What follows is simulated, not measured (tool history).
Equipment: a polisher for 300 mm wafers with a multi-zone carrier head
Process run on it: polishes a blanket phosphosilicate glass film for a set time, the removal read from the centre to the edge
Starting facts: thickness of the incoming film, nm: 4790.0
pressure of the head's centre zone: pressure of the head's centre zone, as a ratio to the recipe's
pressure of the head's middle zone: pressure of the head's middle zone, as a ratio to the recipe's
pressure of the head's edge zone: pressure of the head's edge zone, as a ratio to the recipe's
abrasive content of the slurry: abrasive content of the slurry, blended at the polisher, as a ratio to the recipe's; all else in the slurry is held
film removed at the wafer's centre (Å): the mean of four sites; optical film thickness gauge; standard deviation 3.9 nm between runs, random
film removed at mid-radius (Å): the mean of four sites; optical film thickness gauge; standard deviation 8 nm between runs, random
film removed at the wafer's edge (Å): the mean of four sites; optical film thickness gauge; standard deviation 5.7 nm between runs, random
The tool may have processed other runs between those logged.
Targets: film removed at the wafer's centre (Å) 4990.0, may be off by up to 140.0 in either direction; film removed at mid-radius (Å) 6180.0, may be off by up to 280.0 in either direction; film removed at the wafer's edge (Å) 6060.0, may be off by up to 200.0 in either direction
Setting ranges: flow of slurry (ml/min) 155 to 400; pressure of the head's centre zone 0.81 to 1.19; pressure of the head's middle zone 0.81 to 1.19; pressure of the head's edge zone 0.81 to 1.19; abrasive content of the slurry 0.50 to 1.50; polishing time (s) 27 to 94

| run | hour | flow of slurry (ml/min) | pressure of the head's centre zone | pressure of the head's middle zone | pressure of the head's edge zone | abrasive content of the slurry | polishing time (s) | film removed at the wafer's centre (Å) | film removed at mid-radius (Å) | film removed at the wafer's edge (Å) |
|---|---|---|---|---|---|---|---|---|---|---|
| 1 | 0.0 | 255 | 1.00 | 1.00 | 1.00 | 1.00 | 60 | 4265.8 | 4234.4 | 4277.3 |
| 2 | 2.9 | 255 | 1.00 | 1.00 | 0.93 | 1.00 | 60 | 4274.0 | 4292.3 | 4124.0 |
| 3 | 4.7 | 255 | 0.96 | 1.04 | 0.99 | 1.15 | 61 | 4450.9 | 4832.7 | 4644.6 |
| 4 | 10.2 | 255 | 0.96 | 1.04 | 0.99 | 1.05 | 61 | 4353.2 | 4692.0 | 4389.1 |
| 5 | 15.9 | 260 | 0.94 | 1.06 | 1.04 | 1.20 | 61 | 4491.1 | 5146.0 | 4847.9 |
| 6 | 18.8 | 320 | 0.94 | 1.06 | 1.04 | 1.20 | 61 | 4569.1 | 5083.4 | 4929.0 |
| 7 | 25.9 | 315 | 0.88 | 1.12 | 1.14 | 1.45 | 62 | 4698.1 | 5812.2 | 5639.0 |
| 8 | 29.7 | 315 | 0.88 | 1.12 | 1.14 | 1.45 | 62 | 4683.2 | 6031.1 | 5531.4 |
| 9 | 30.2 | 320 | 0.88 | 1.10 | 1.15 | 1.45 | 63 | 4789.1 | 5951.9 | 5753.2 |
| 10 | 37.4 | 325 | 0.88 | 1.10 | 1.16 | 1.45 | 63 | 4738.1 | 5942.9 | 5804.1 |
| 11 | 38.4 | 330 | 0.89 | 1.10 | 1.17 | 1.45 | 63 | 4852.5 | 5844.0 | 5811.3 |
| 12 | 43.4 | 330 | 0.89 | 1.11 | 1.17 | 1.45 | 63 | 4831.6 | 6009.1 | 5839.0 |
| 13 | 46.3 | 335 | 0.89 | 1.11 | 1.18 | 1.45 | 63 | 4832.7 | 5930.2 | 5869.4 |
| 14 | 50.1 | 340 | 0.89 | 1.12 | 1.18 | 1.45 | 63 | 4930.3 | 6040.1 | 5811.8 |
| 15 | 56.0 | 340 | 0.89 | 1.12 | 1.18 | 1.45 | 63 | 4845.7 | 5970.6 | 5934.7 |
| 16 | 60.8 | 345 | 0.89 | 1.13 | 1.18 | 1.45 | 63 | 4788.6 | 6157.2 | 5893.9 |
| 17 | 63.1 | 350 | 0.90 | 1.13 | 1.18 | 1.45 | 63 | 4864.2 | 5970.8 | 5911.8 |
| 18 | 72.0 | 350 | 0.90 | 1.14 | 1.18 | 1.45 | 63 | 4919.1 | 6132.5 | 5887.8 |

Next run, 5 choices. One meets every target within its allowed miss, the rest don't. Which?
| A | 80.9 | 370 | 0.91 | 1.13 | 1.11 | 1.50 | 62 | ? | ? | ? |
| B | 80.9 | 320 | 0.91 | 1.17 | 1.15 | 1.05 | 72 | ? | ? | ? |
| C | 80.9 | 400 | 0.92 | 1.11 | 1.19 | 1.40 | 61 | ? | ? | ? |
| D | 80.9 | 350 | 0.86 | 1.15 | 1.19 | 1.40 | 64 | ? | ? | ? |
| E | 80.9 | 340 | 0.87 | 1.08 | 1.15 | 1.45 | 66 | ? | ? | ? |

| move | film removed at the wafer's centre (Å) | film removed at mid-radius (Å) | film removed at the wafer's edge (Å) |
|---|---|---|---|
| A | 5015.7 | 5992.5 | 5791.6 |
| B | 4946.3 | 6083.6 | 5829.6 |
| C | 4891.6 | 5694.5 | 5769.6 |
| D | 4741.5 | 6085.5 | 6002.5 |
| E | 4998.4 | 6034.3 | 6163.5 |
A: the biggest miss grows against the last run
B: the biggest miss grows against the last run
C: the biggest miss grows against the last run
D: brings the result that was furthest off to its target, and leaves another outside
E: meets every target
Move E is the one to make.

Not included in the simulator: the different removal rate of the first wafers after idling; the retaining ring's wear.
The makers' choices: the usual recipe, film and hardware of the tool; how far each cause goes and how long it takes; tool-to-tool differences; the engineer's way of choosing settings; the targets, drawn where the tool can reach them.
